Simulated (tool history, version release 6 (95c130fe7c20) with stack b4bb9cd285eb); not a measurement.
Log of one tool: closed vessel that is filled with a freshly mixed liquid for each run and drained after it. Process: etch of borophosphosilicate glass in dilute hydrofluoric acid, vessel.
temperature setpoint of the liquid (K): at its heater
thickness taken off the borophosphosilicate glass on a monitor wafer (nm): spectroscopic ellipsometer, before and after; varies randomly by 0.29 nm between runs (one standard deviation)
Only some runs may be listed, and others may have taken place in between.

run	hour	temperature setpoint of the liquid (K)	parts of water to one part of 49 % hydrofluoric acid (parts by volume)	time in the liquid (s)	thickness taken off the borophosphosilicate glass on a monitor wafer (nm)
1	0	299.15	135	135	43.773
2	7.9	297.15	135	135	40.139
3	9.3	296.15	135	135	38.112
4	17.7	296.15	135	145	41.176
5	23.4	296.15	135	135	38.151
6	26.9	299.15	135	135	42.359
7	30.3	297.65	135	135	40.973
8	32.5	296.65	135	135	38.546
9	35.3	295.65	135	135	37.604
10	44	295.65	135	135	37.389
11	52.1	294.65	135	135	36.723
# hour 56: hydrofluoric acid flow meter replaced
12	56	293.65	135	135	37.263

Forecast run 13:
13	62.5	293.15	140	135	?

For run 13 the tool returned thickness taken off the borophosphosilicate glass on a monitor wafer (nm) 35.298.
